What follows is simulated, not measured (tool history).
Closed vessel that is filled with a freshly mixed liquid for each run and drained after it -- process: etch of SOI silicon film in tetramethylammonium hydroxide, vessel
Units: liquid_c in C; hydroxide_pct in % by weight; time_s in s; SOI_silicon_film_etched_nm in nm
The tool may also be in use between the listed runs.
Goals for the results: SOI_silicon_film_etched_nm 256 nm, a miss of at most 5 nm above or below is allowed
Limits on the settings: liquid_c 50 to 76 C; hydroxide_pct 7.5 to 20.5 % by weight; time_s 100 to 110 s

run  hour  liquid_c  hydroxide_pct  time_s  SOI_silicon_film_etched_nm
  1     0        63             14     100                       424.1
  2   8.4        63           15.5     100                      401.54
  3  12.1        63           15.5     110                      443.34
  4  18.2      65.5           15.5     110                      518.18
  5  21.9      61.5           15.5     110                      400.05
  6    24      61.5           15.5     110                      404.42
  7    27        60           15.5     110                      367.02
  8  30.4      53.5           15.5     110                       241.7
  9    31        54           15.5     110                      250.25

Exactly one of the 4 candidate moves below puts every result within its allowed miss. Which one?
  A  31.6      51.5           11.5     110                           ?
  B  31.6        55             15     100                           ?
  C  31.6      54.5           16.5     105                           ?
  D  31.6        55           17.5     110                           ?

move  SOI_silicon_film_etched_nm
   A                      245.01
   B                      247.38
   C                      243.53
   D                      257.79
A: misses by more than the last run did
B: misses by more than the last run did
C: misses by more than the last run did
D: all results land within tolerance of their targets
The move that meets every target is D.
